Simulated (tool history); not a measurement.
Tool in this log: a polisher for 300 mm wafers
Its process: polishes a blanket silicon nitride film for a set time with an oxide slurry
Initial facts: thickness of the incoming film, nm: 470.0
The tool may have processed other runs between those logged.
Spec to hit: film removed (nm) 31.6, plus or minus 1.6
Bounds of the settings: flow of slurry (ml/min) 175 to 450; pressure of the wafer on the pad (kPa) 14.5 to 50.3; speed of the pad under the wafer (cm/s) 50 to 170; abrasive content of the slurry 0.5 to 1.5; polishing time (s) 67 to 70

run	hour	flow of slurry (ml/min)	pressure of the wafer on the pad (kPa)	speed of the pad under the wafer (cm/s)	abrasive content of the slurry	polishing time (s)	film removed (nm)
1	0	290	32.4	110	1	67	71.176
2	8.4	290	32.4	136	1	67	83.428
3	10.1	290	29	136	1	67	79.325
4	18.2	290	26.9	122	0.95	67	65.012
5	20.3	290	26.9	122	0.95	67	64.583
6	24.7	290	33.1	122	0.95	67	78.225
7	33	290	30.3	114	0.95	67	68.292
8	39.7	290	27.6	106	0.95	67	60.37

Consider the 5 candidate settings below. Which is the only one whose results all fall within their allowed miss of target?
A	46.4	270	15.2	82	0.9	67	?
B	46.4	270	22.1	92	0.9	67	?
C	46.4	300	18.6	90	0.7	67	?
D	46.4	290	27.6	146	1.2	70	?
E	46.4	285	36.5	124	1.1	70	?

move	film removed (nm)
A	27.94
B	41.968
C	31.338
D	89.044
E	96.728
A: the result that was furthest off in the last run now lies on the other side of its target
B: nearer than the last run, and not there yet
C: meets every target
D: further off than the last run
E: further off than the last run
Answer: C
